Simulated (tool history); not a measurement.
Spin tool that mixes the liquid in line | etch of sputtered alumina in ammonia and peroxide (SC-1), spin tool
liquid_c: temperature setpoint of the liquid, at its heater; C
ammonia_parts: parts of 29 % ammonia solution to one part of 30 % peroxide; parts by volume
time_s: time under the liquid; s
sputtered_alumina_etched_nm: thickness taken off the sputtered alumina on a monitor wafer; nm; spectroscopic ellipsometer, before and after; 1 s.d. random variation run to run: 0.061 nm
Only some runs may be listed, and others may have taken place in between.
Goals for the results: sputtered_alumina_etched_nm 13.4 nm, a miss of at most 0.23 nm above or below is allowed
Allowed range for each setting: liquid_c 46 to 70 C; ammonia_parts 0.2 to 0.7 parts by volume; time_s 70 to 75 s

run	hour	liquid_c	ammonia_parts	time_s	sputtered_alumina_etched_nm
1	0	62	0.4	70	8.806
2	6.8	62	0.3	70	8.4995
3	12.7	63.5	0.3	70	9.1742
4	16.5	63.5	0.25	70	9.0632
# hour 17.5: new drum of ammonia solution connected
5	17.5	63.5	0.25	75	9.7474
6	21.8	63.5	0.2	75	9.651
7	28.4	65	0.2	75	10.211
8	29.8	66	0.2	75	10.815
9	38.7	67	0.2	75	11.437
10	42.1	67.5	0.2	75	11.624
11	47.2	68	0.2	75	11.884
12	51.9	68.5	0.2	75	12.224
13	55.4	69	0.2	75	12.552

5 candidate next runs follow, results not yet known. Just one meets every target within its allowed miss. Identify it.
A	58.9	68.5	0.25	70	?
B	58.9	68	0.2	75	?
C	58.9	70	0.25	75	?
D	58.9	68.5	0.2	75	?
E	58.9	68.5	0.2	70	?

move	sputtered_alumina_etched_nm
A	11.653
B	11.931
C	13.422
D	12.224
E	11.409
A: lands further from the targets than the last run did
B: lands further from the targets than the last run did
C: all results land within tolerance of their targets
D: lands further from the targets than the last run did
E: lands further from the targets than the last run did
C meets every target.

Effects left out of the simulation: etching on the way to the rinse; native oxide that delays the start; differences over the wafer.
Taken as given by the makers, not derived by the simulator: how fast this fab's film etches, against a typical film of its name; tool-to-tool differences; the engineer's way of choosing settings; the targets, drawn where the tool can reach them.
